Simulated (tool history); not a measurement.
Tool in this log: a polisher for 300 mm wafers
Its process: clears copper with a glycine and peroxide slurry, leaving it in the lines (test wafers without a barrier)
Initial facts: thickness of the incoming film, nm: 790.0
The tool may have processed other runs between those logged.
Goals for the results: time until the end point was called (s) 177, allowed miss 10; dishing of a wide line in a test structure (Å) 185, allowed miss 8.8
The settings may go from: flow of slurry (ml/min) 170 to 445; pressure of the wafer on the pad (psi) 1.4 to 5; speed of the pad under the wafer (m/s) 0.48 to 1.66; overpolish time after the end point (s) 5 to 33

| run | hour | flow of slurry (ml/min) | pressure of the wafer on the pad (psi) | speed of the pad under the wafer (m/s) | overpolish time after the end point (s) | time until the end point was called (s) | dishing of a wide line in a test structure (Å) |
|---|---|---|---|---|---|---|---|
| 1 | 0 | 285 | 3.2 | 1.06 | 17 | 138.7 | 689.26 |
| 2 | 7.7 | 285 | 3.7 | 1.06 | 17 | 123.74 | 756.48 |
| 3 | 11.9 | 285 | 4.3 | 1.06 | 17 | 105.26 | 833.26 |
| 4 | 18.8 | 260 | 4.3 | 1.06 | 17 | 109.53 | 826.69 |
| 5 | 22.4 | 260 | 4.3 | 1.06 | 12 | 106.72 | 658.36 |
| 6 | 28.5 | 260 | 4.3 | 1.06 | 9 | 108.46 | 495.59 |
| 7 | 35.9 | 300 | 3.8 | 1 | 8 | 123.69 | 403.74 |
| 8 | 42.6 | 330 | 3.6 | 0.92 | 7 | 139.46 | 328.35 |
| 9 | 49.7 | 330 | 3.6 | 0.92 | 7 | 139.16 | 326.58 |
| 10 | 58.2 | 330 | 3.6 | 0.92 | 7 | 135.28 | 327.39 |
| 11 | 62.9 | 355 | 3.4 | 0.88 | 7 | 146.11 | 310.59 |
| 12 | 69.3 | 375 | 3.4 | 0.8 | 7 | 155.78 | 293.67 |
| 13 | 71.1 | 390 | 3 | 0.86 | 7 | 164.83 | 276.65 |
| 14 | 75 | 400 | 3 | 0.8 | 7 | 174.65 | 262.83 |
| 15 | 79.6 | 410 | 3 | 0.76 | 7 | 177.62 | 261.29 |
| 16 | 84.9 | 330 | 2.1 | 1.06 | 5 | 193.13 | 165.13 |
| 17 | 92 | 335 | 2.1 | 1.06 | 5 | 196.36 | 167.26 |
| 18 | 99.8 | 340 | 2.1 | 1.08 | 5 | 193.28 | 170.71 |
| 19 | 108.7 | 340 | 2.1 | 1.1 | 5 | 188.6 | 173.07 |
| 20 | 114.1 | 345 | 2.1 | 1.1 | 5 | 189.53 | 170.28 |

Which of these 4 next moves meets every target?
| A | 119.5 | 310 | 2.4 | 1.26 | 5 | ? | ? |
| B | 119.5 | 315 | 1.9 | 1.1 | 7 | ? | ? |
| C | 119.5 | 260 | 1.9 | 1.26 | 5 | ? | ? |
| D | 119.5 | 210 | 2.1 | 1.32 | 5 | ? | ? |

| move | time until the end point was called (s) | dishing of a wide line in a test structure (Å) |
|---|---|---|
| A | 159.92 | 198.61 |
| B | 209.43 | 210.99 |
| C | 195.73 | 163.58 |
| D | 178.23 | 178.93 |
A: the result that was furthest off in the last run now lies on the other side of its target
B: the result that was furthest off in the last run now lies on the other side of its target
C: misses by more than the last run did
D: all results in spec
D is the move that brings every result within its allowed miss.
